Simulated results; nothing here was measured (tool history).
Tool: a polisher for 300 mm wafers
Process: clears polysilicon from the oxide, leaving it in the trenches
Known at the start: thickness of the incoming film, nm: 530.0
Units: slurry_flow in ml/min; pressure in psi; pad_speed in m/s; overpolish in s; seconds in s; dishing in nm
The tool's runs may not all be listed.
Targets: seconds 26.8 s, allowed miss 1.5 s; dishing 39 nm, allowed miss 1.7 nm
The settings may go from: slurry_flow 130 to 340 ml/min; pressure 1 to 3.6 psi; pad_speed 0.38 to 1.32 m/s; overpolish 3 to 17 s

run    day  slurry_flow  pressure  pad_speed  overpolish  seconds  dishing
  1      0          220       2.3       0.84           9   48.875   34.773
  2  0.275          220       2.3       0.64           9   64.716   31.865
  3  0.521          220       2.3       0.74           9    56.95   33.882
  4   0.75          220       2.3       0.54           9   76.818   30.458
  5  0.908          270       2.3       0.54           9   75.355   30.899
  6  1.088          270       2.3       0.38           9   103.06   25.971
  7  1.338          285       2.9       0.62           5   52.173   27.426
  8  1.429          285         3       0.66           6   47.859    30.73
  9  1.788          285       3.1       0.68           6   45.229   32.765
 10  2.088          285       3.2        0.7           6    43.26   32.047
 11  2.175          285       3.2       0.72           6   41.368   32.263
 12  2.246          285       3.2       0.74           6   39.455    32.79
 13  2.575          285       3.2       0.76           6   38.542   33.781
 14  2.617          285       3.2       0.78           6   38.907   34.099
 15   2.95          285       3.2        0.8           6   37.161   33.915
 16  3.129          290       3.6       0.94           9   28.854   39.182

4 next moves are on the table. One of them brings every result within its allowed miss. Which?
  A  3.308          320       3.4       0.92           8        ?        ?
  B  3.308          315       3.6       0.86           9        ?        ?
  C  3.308          260       3.1       0.96           6        ?        ?
  D  3.308          260       3.5       1.04           9        ?        ?

move  seconds  dishing
   A   31.291   36.927
   B   31.628   37.361
   C   33.405   34.591
   D   27.438   37.771
A: further off than the last run
B: further off than the last run
C: further off than the last run
D: meets every target
The right move is D.
